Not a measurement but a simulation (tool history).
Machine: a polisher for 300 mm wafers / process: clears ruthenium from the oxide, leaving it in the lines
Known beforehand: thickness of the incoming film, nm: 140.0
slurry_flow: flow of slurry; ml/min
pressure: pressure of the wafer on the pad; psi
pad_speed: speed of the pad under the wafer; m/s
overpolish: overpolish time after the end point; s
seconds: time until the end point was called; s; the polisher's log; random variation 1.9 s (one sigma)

run  hour  slurry_flow  pressure  pad_speed  overpolish  seconds
  1     0          190       1.8       0.96          37   176.18
  2     4          190       1.4       0.96          37   220.02
  3  10.1          190       1.5       0.96          37   208.48
  4  17.6          190       1.5       1.18          37   175.13
  5  22.6          190       1.5       1.18          37   175.51
  6  31.5          190       1.5       0.96          37   209.58
  7    35          190       1.6       0.96          37   196.27
  8  42.6          190       1.7       0.96          37   186.77

Run 9, settings as shown, results not yet in. Your forecast:
  9  45.1          190       1.8       0.96          37        ?

Run 9 produced seconds 176.06 s.
